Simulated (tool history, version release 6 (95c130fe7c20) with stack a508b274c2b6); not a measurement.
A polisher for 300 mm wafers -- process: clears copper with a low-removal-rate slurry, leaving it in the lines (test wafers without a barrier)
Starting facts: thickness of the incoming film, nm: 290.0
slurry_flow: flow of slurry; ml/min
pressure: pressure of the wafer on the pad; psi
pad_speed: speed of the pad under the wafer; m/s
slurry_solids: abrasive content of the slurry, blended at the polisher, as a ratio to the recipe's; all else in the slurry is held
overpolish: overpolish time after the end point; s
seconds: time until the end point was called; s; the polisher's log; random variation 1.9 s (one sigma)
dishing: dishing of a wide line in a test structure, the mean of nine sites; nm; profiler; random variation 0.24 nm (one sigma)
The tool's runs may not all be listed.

{"run": 1, "hour": 0.0, "slurry_flow": 290, "pressure": 2.5, "pad_speed": 1.16, "slurry_solids": 1.0, "overpolish": 22, "seconds": 103.13, "dishing": 35.969}
{"run": 2, "hour": 2.9, "slurry_flow": 290, "pressure": 2.3, "pad_speed": 1.14, "slurry_solids": 1.0, "overpolish": 22, "seconds": 113.03, "dishing": 33.388}
{"run": 3, "hour": 9.5, "slurry_flow": 290, "pressure": 2.2, "pad_speed": 1.12, "slurry_solids": 1.0, "overpolish": 22, "seconds": 120.07, "dishing": 31.284}
{"run": 4, "hour": 15.6, "slurry_flow": 290, "pressure": 2.1, "pad_speed": 1.1, "slurry_solids": 1.0, "overpolish": 22, "seconds": 129.13, "dishing": 29.348}
{"run": 5, "hour": 22.2, "slurry_flow": 290, "pressure": 1.5, "pad_speed": 1.1, "slurry_solids": 1.0, "overpolish": 22, "seconds": 175.16, "dishing": 22.733}
{"run": 6, "hour": 30.6, "slurry_flow": 285, "pressure": 1.3, "pad_speed": 1.08, "slurry_solids": 1.0, "overpolish": 22, "seconds": 208.46, "dishing": 19.353}
{"run": 7, "hour": 36.2, "slurry_flow": 280, "pressure": 1.3, "pad_speed": 1.08, "slurry_solids": 1.0, "overpolish": 22, "seconds": 210.48, "dishing": 18.973}
{"run": 8, "hour": 40.4, "slurry_flow": 265, "pressure": 1.3, "pad_speed": 1.08, "slurry_solids": 1.0, "overpolish": 22, "seconds": 208.73, "dishing": 19.273}

Expected results for the next run?
{"run": 9, "hour": 44.9, "slurry_flow": 260, "pressure": 1.3, "pad_speed": 1.08, "slurry_solids": 1.0, "overpolish": 22, "seconds": "?", "dishing": "?"}

Run 9 gave seconds 209.42 s, dishing 19.053 nm.
